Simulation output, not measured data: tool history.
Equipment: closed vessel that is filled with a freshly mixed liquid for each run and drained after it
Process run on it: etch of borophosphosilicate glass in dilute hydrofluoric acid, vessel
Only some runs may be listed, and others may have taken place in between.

run	hour	temperature setpoint of the liquid (C)	parts of water to one part of 49 % hydrofluoric acid (parts by volume)	time in the liquid (s)	thickness taken off the borophosphosilicate glass on a monitor wafer (nm)
1	0	22	195	35	6.0188
2	6.7	22	130	35	9.685
3	14.5	19	130	35	8.5686
4	17.4	19	130	35	8.5591
5	22.9	19	130	35	8.5327
6	31.5	17	130	35	7.9029
7	38.1	17	140	35	7.253
8	38.7	17	140	35	7.2119
9	46.5	17	150	35	6.7341
10	47.3	17	160	35	6.1925
11	55.8	17	165	35	5.973
12	59.1	17	170	35	5.8213
13	62.1	17	175	35	5.567

Expected results for the next run?
14	69.8	17	180	35	?

Run 14 came out at thickness taken off the borophosphosilicate glass on a monitor wafer (nm) 5.4271.
